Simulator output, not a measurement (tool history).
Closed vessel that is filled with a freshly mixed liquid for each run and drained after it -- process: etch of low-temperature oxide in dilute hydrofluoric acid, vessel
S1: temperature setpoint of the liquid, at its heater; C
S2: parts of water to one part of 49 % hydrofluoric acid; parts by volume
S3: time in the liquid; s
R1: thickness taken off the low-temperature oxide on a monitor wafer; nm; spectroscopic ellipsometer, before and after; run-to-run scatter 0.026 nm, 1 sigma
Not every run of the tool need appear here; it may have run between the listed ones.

Run 1, hour 0.0: S1 21.0 C, S2 215 parts by volume, S3 100 s. Result: R1 12.5380 nm.
Run 2, hour 1.3: S1 20.0 C, S2 225 parts by volume, S3 100 s. Result: R1 11.4250 nm.
Run 3, hour 6.0: S1 19.5 C, S2 235 parts by volume, S3 100 s. Result: R1 10.6050 nm.
Run 4, hour 10.9: S1 19.5 C, S2 235 parts by volume, S3 105 s. Result: R1 11.1350 nm.
Run 5, hour 15.0: S1 19.0 C, S2 245 parts by volume, S3 105 s. Result: R1 10.4040 nm.
Run 6, hour 19.4: S1 18.5 C, S2 250 parts by volume, S3 105 s. Result: R1 9.9551 nm.
Run 7, hour 23.1: S1 18.0 C, S2 255 parts by volume, S3 105 s. Result: R1 9.5465 nm.

Run 8, settings as shown, results not yet in. Your forecast:
Run 8, hour 29.3: S1 18.0 C, S2 260 parts by volume, S3 105 s. Result: R1 ?.

R1: 9.2896 nm
